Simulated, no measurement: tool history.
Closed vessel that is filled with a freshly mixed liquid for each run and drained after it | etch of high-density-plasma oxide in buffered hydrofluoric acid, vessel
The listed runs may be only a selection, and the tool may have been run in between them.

run	hour	temperature setpoint of the liquid (°C)	parts of 40 % ammonium fluoride to one part of 49 % hydrofluoric acid (parts by volume)	time in the liquid (s)	thickness taken off the high-density-plasma oxide on a monitor wafer (angstrom)
1	0	24	17.5	100	839.29
2	1.8	25.5	16.5	100	957.21
3	6.1	23.5	16.5	100	864.41
4	14.7	23.5	21.5	100	677.51
5	19	23.5	19.5	100	729.41
6	27.2	25	18	100	857.94
7	29.9	26	16.5	100	1001
8	31.8	27	15.5	100	1115.7

What does the tool deliver on the next run?
9	33.5	28	15	100	?

{"run 9": {"thickness taken off the high-density-plasma oxide on a monitor wafer (angstrom)": 1227.3}}

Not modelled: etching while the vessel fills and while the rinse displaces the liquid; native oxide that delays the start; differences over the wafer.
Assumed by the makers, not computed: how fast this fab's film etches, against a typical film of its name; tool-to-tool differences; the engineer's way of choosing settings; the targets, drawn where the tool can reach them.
